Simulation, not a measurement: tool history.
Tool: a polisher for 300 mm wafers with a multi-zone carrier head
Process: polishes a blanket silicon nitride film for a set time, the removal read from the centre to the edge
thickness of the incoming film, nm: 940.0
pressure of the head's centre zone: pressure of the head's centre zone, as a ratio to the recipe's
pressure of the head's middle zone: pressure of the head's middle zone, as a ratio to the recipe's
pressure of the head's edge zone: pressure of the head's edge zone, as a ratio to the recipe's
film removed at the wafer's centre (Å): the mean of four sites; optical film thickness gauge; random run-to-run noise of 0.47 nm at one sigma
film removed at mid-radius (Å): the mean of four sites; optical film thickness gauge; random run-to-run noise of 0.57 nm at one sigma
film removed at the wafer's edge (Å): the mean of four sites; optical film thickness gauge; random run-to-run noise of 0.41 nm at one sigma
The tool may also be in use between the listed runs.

run	hour	flow of slurry (ml/min)	pressure of the head's centre zone	pressure of the head's middle zone	pressure of the head's edge zone	polishing time (s)	film removed at the wafer's centre (Å)	film removed at mid-radius (Å)	film removed at the wafer's edge (Å)
1	0.0	165	1.00	1.00	1.00	34	325.32	319.60	324.02
2	8.2	165	1.00	1.00	0.95	34	325.56	324.57	316.89
3	10.0	165	1.00	0.93	0.95	34	330.61	297.44	313.36
4	11.6	175	1.03	0.95	0.97	36	358.83	325.80	341.46
5	15.0	175	1.03	0.95	0.97	33	330.25	301.68	310.62
6	21.8	185	1.06	0.96	0.97	35	364.82	317.38	335.59
7	28.2	195	1.08	0.99	0.96	37	403.10	358.93	354.32
8	35.9	205	1.10	1.00	0.98	39	435.51	378.00	378.43
9	39.7	210	1.11	1.01	1.00	40	446.47	397.60	393.38
# hour 45.1: slurry nozzle cleaned
10	45.1	215	1.12	1.01	1.01	41	491.12	421.38	420.34
11	46.8	220	1.13	1.02	1.03	41	492.29	433.70	428.07

Estimate the outcome of run 12 from the log above:
12	54.4	225	1.14	1.02	1.04	42	?	?	?

{"run 12": {"film removed at the wafer's centre (Å)": 522.55, "film removed at mid-radius (Å)": 434.17, "film removed at the wafer's edge (Å)": 441.11}}
